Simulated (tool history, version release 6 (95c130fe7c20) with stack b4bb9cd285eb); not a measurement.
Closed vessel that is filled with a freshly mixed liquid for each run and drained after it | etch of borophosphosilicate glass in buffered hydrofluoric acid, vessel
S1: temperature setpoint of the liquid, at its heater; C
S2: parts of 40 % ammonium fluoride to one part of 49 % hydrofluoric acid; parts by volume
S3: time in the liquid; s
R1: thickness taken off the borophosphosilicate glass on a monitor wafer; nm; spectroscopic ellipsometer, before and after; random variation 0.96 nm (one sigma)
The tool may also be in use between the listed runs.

{"run": 1, "hour": 0.0, "S1": 21.0, "S2": 22.5, "S3": 90, "R1": 78.402}
{"run": 2, "hour": 1.7, "S1": 18.5, "S2": 22.5, "S3": 90, "R1": 67.357}
{"run": 3, "hour": 9.8, "S1": 20.0, "S2": 22.5, "S3": 90, "R1": 73.828}
{"run": 4, "hour": 11.8, "S1": 21.0, "S2": 22.5, "S3": 90, "R1": 77.358}
{"run": 5, "hour": 21.0, "S1": 22.0, "S2": 22.5, "S3": 90, "R1": 80.709}
{"run": 6, "hour": 25.6, "S1": 22.0, "S2": 22.5, "S3": 95, "R1": 86.227}
{"run": 7, "hour": 28.9, "S1": 23.0, "S2": 22.5, "S3": 95, "R1": 91.663}
{"run": 8, "hour": 36.3, "S1": 24.0, "S2": 22.5, "S3": 95, "R1": 95.218}

Run 9 comes next. What will it give?
{"run": 9, "hour": 39.9, "S1": 24.5, "S2": 22.5, "S3": 95, "R1": "?"}

R1: 98.299 nm
